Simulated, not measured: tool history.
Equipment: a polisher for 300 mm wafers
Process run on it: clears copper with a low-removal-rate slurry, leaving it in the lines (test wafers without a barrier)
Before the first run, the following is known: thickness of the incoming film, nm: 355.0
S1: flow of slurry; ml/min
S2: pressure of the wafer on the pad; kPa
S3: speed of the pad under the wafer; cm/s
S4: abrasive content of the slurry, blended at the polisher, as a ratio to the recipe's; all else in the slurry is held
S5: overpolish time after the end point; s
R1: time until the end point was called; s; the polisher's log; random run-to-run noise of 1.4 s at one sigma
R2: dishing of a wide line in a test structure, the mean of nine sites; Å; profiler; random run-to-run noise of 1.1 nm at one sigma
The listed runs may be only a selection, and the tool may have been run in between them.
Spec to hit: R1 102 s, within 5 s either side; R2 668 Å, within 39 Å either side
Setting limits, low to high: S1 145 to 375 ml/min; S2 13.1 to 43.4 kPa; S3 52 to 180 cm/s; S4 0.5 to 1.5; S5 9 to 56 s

run	day	S1	S2	S3	S4	S5	R1	R2
1	0	240	28.3	116	1	29	77.642	638.98
2	0.167	240	26.9	116	1	31	78.858	633.41
3	0.288	205	26.9	116	1	31	82.304	633.88
4	0.483	200	25.5	116	1	33	86.161	622.1
5	0.7	200	20.7	116	1	33	106.65	551.9
6	0.942	200	20.7	116	1.15	33	103.9	549.81
7	1.017	200	20.7	116	1.15	35	104.93	576.9
8	1.042	200	20.7	116	1.15	35	106.55	565.43
9	1.15	200	20.7	116	1.15	37	103.48	598.51
10	1.404	200	20.7	116	1.15	38	107.3	606.77

Exercise: of the 5 proposed moves below, exactly one satisfies all targets within the stated allowed misses. Which move is it?
A	1.658	255	18.6	130	1.15	44	?	?
B	1.658	165	22.8	108	1.1	38	?	?
C	1.658	165	21.4	102	1.25	51	?	?
D	1.658	215	22.1	130	1.15	38	?	?
E	1.658	190	22.8	124	1.25	32	?	?

move	R1	R2
A	100.92	638.38
B	107.02	583.48
C	117.64	644.41
D	87.597	646.29
E	89.454	585.91
A: all results land within tolerance of their targets
B: lands further from the targets than the last run did
C: meets the target for the result that was furthest off, but another lies outside its allowed miss
D: meets the target for the result that was furthest off, but another lies outside its allowed miss
E: lands further from the targets than the last run did
Answer: A

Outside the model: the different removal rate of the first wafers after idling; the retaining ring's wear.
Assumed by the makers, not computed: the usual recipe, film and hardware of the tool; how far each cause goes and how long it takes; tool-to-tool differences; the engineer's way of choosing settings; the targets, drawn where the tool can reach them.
